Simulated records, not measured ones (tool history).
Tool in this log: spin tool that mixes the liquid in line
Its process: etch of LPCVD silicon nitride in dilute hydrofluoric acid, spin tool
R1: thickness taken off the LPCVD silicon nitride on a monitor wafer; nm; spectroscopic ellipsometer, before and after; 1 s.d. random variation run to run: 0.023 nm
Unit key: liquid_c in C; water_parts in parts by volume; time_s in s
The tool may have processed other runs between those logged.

Run 1, hour 0: liquid_c 20 C, water_parts 45 parts by volume, time_s 100 s. Result: R1 0.84588 nm.
Run 2, hour 7.9: liquid_c 21.5 C, water_parts 45 parts by volume, time_s 100 s. Result: R1 0.96125 nm.
Run 3, hour 11.1: liquid_c 23 C, water_parts 45 parts by volume, time_s 100 s. Result: R1 1.0537 nm.
Run 4, hour 19.1: liquid_c 24 C, water_parts 45 parts by volume, time_s 100 s. Result: R1 1.1302 nm.
Run 5, hour 27.3: liquid_c 24 C, water_parts 40 parts by volume, time_s 100 s. Result: R1 1.2547 nm.
Run 6, hour 28.8: liquid_c 24 C, water_parts 45 parts by volume, time_s 100 s. Result: R1 1.1011 nm.

The next listed run, before its measurement:
Run 7, hour 37: liquid_c 25 C, water_parts 45 parts by volume, time_s 100 s. Result: R1 ?.

Run 7 gave R1 1.1746 nm.
